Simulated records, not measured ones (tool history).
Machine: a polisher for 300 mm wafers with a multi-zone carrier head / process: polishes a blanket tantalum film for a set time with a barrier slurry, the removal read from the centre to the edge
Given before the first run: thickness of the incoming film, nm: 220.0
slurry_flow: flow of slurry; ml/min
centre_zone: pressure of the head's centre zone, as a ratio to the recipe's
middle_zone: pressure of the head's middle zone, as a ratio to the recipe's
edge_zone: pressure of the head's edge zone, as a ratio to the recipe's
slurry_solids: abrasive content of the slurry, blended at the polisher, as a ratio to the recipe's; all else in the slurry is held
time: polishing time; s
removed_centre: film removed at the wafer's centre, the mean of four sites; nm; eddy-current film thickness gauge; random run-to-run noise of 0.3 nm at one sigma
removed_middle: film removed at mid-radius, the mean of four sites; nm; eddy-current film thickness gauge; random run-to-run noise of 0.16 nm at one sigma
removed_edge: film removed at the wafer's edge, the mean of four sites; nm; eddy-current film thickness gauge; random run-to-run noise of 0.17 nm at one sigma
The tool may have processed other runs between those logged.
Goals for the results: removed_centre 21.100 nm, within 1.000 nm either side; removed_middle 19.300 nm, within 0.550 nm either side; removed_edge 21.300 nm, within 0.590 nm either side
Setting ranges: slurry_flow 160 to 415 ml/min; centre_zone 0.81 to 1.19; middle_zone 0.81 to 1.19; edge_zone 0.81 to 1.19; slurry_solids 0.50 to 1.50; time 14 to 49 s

{"run": 1, "hour": 0.0, "slurry_flow": 265, "centre_zone": 1.0, "middle_zone": 1.0, "edge_zone": 1.0, "slurry_solids": 1.0, "time": 31, "removed_centre": 30.748, "removed_middle": 31.245, "removed_edge": 31.649}
{"run": 2, "hour": 1.9, "slurry_flow": 260, "centre_zone": 0.99, "middle_zone": 0.96, "edge_zone": 0.97, "slurry_solids": 0.9, "time": 30, "removed_centre": 29.25, "removed_middle": 27.915, "removed_edge": 28.909}
{"run": 3, "hour": 7.5, "slurry_flow": 250, "centre_zone": 0.95, "middle_zone": 0.93, "edge_zone": 0.95, "slurry_solids": 0.8, "time": 29, "removed_centre": 25.466, "removed_middle": 25.165, "removed_edge": 26.607}
{"run": 4, "hour": 8.9, "slurry_flow": 245, "centre_zone": 0.94, "middle_zone": 0.9, "edge_zone": 0.92, "slurry_solids": 0.75, "time": 29, "removed_centre": 24.414, "removed_middle": 23.857, "removed_edge": 25.949}
{"run": 5, "hour": 9.9, "slurry_flow": 245, "centre_zone": 0.94, "middle_zone": 0.96, "edge_zone": 0.92, "slurry_solids": 0.75, "time": 29, "removed_centre": 24.361, "removed_middle": 25.364, "removed_edge": 25.516}
{"run": 6, "hour": 16.7, "slurry_flow": 280, "centre_zone": 0.94, "middle_zone": 0.96, "edge_zone": 0.92, "slurry_solids": 0.75, "time": 29, "removed_centre": 25.726, "removed_middle": 25.551, "removed_edge": 26.134}
{"run": 7, "hour": 24.4, "slurry_flow": 270, "centre_zone": 0.94, "middle_zone": 0.93, "edge_zone": 0.9, "slurry_solids": 0.7, "time": 29, "removed_centre": 24.521, "removed_middle": 24.44, "removed_edge": 25.116}
{"run": 8, "hour": 32.1, "slurry_flow": 265, "centre_zone": 0.94, "middle_zone": 0.9, "edge_zone": 0.89, "slurry_solids": 0.65, "time": 29, "removed_centre": 23.407, "removed_middle": 22.737, "removed_edge": 23.903}

5 next moves are on the table. One of them brings every result within its allowed miss. Which?
{"run": "A", "hour": 39.8, "slurry_flow": 265, "centre_zone": 0.9, "middle_zone": 1.04, "edge_zone": 0.87, "slurry_solids": 0.65, "time": 34, "removed_centre": "?", "removed_middle": "?", "removed_edge": "?"}
{"run": "B", "hour": 39.8, "slurry_flow": 270, "centre_zone": 1.07, "middle_zone": 1.19, "edge_zone": 0.81, "slurry_solids": 0.5, "time": 30, "removed_centre": "?", "removed_middle": "?", "removed_edge": "?"}
{"run": "C", "hour": 39.8, "slurry_flow": 365, "centre_zone": 1.02, "middle_zone": 0.93, "edge_zone": 0.83, "slurry_solids": 0.5, "time": 27, "removed_centre": "?", "removed_middle": "?", "removed_edge": "?"}
{"run": "D", "hour": 39.8, "slurry_flow": 265, "centre_zone": 0.96, "middle_zone": 0.87, "edge_zone": 0.91, "slurry_solids": 0.6, "time": 26, "removed_centre": "?", "removed_middle": "?", "removed_edge": "?"}
{"run": "E", "hour": 39.8, "slurry_flow": 330, "centre_zone": 1.03, "middle_zone": 0.81, "edge_zone": 1.01, "slurry_solids": 0.55, "time": 27, "removed_centre": "?", "removed_middle": "?", "removed_edge": "?"}

move=A removed_centre=26.099 removed_middle=30.203 removed_edge=27.796
move=B removed_centre=24.691 removed_middle=26.886 removed_edge=21.317
move=C removed_centre=21.850 removed_middle=20.224 removed_edge=19.912
move=D removed_centre=20.620 removed_middle=19.271 removed_edge=21.076
move=E removed_centre=22.751 removed_middle=18.634 removed_edge=22.605
A: moves away from the targets compared with the last run
B: moves away from the targets compared with the last run
C: nearer than the last run, and not there yet
D: each result inside its tolerance
E: pushes the last run's worst result past its target
Move D is the one to make.
